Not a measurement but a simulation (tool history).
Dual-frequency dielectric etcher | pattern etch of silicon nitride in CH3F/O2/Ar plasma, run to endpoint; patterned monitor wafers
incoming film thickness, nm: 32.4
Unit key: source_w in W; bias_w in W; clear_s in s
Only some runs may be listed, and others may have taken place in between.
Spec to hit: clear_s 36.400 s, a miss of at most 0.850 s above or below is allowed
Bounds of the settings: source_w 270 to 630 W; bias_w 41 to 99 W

run  hour  source_w  bias_w  clear_s
  1   0.0       450      70   45.071
  2   7.1       510      70   42.369
  3  13.3       520      71   41.706
  4  14.6       530      72   41.544
  5  16.9       540      74   40.448
  6  24.9       550      75   39.931
  7  29.6       560      76   39.434
  8  30.2       570      77   38.927
  9  36.5       580      78   38.343
 10  38.9       580      78   38.492
 11  43.2       590      79   38.409
 12  45.6       590      79   38.379

Next run, 5 choices. One meets every target within its allowed miss, the rest don't. Which?
  A  48.0       630      81        ?
  B  48.0       560      73        ?
  C  48.0       580      65        ?
  D  48.0       540      66        ?
  E  48.0       490      73        ?

move  clear_s
   A   36.438
   B   39.833
   C   40.534
   D   41.809
   E   42.593
A: meets every target
B: further off than the last run
C: further off than the last run
D: further off than the last run
E: further off than the last run
The right move is A.
